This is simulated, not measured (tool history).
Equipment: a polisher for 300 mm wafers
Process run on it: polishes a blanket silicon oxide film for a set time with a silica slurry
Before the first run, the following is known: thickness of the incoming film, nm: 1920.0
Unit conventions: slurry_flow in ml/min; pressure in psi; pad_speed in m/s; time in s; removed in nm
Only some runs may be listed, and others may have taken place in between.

run 1 day=0.000 | slurry_flow=205 pressure=4.2 pad_speed=0.94 slurry_solids=1.0 time=74 | removed=170.06
run 2 day=0.204 | slurry_flow=220 pressure=4.2 pad_speed=0.94 slurry_solids=1.0 time=74 | removed=174.54
run 3 day=0.525 | slurry_flow=215 pressure=3.7 pad_speed=0.92 slurry_solids=1.0 time=74 | removed=148.76
run 4 day=0.817 | slurry_flow=165 pressure=3.7 pad_speed=0.92 slurry_solids=1.0 time=74 | removed=144.59
run 5 day=0.929 | slurry_flow=165 pressure=3.7 pad_speed=0.92 slurry_solids=1.0 time=78 | removed=148.87
run 6 day=0.992 | slurry_flow=165 pressure=3.7 pad_speed=0.92 slurry_solids=1.0 time=74 | removed=141.93
run 7 day=1.058 | slurry_flow=165 pressure=3.4 pad_speed=0.92 slurry_solids=1.0 time=74 | removed=132.63

Run 8 is up next; what results do you expect?
run 8 day=1.404 | slurry_flow=165 pressure=2.7 pad_speed=0.90 slurry_solids=1.0 time=74 | removed=?

{"run 8": {"removed": 105.34}}
